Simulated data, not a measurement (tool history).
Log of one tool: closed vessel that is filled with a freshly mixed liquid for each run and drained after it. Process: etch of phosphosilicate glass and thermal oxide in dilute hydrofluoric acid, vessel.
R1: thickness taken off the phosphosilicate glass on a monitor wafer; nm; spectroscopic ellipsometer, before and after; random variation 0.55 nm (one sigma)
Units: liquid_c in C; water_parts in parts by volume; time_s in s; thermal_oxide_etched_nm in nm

run 1 hour=0 | liquid_c=25 water_parts=175 time_s=65 | R1=44.869 thermal_oxide_etched_nm=1.8244
run 2 hour=7 | liquid_c=27.5 water_parts=175 time_s=65 | R1=49.407 thermal_oxide_etched_nm=1.967
run 3 hour=14.8 | liquid_c=27.5 water_parts=175 time_s=90 | R1=68.136 thermal_oxide_etched_nm=2.7398
run 4 hour=17.1 | liquid_c=27.5 water_parts=175 time_s=75 | R1=57.697 thermal_oxide_etched_nm=2.2867
run 5 hour=19.1 | liquid_c=28 water_parts=175 time_s=75 | R1=57.883 thermal_oxide_etched_nm=2.2637
-- hour=25.5 hydrofluoric acid flow meter replaced
run 6 hour=25.5 | liquid_c=29.5 water_parts=175 time_s=75 | R1=55.829 thermal_oxide_etched_nm=2.0948

The next listed run, before its measurement:
run 7 hour=32.1 | liquid_c=29.5 water_parts=170 time_s=75 | R1=? thermal_oxide_etched_nm=?

Run 7 gave R1 57.728 nm, thermal_oxide_etched_nm 2.23 nm.

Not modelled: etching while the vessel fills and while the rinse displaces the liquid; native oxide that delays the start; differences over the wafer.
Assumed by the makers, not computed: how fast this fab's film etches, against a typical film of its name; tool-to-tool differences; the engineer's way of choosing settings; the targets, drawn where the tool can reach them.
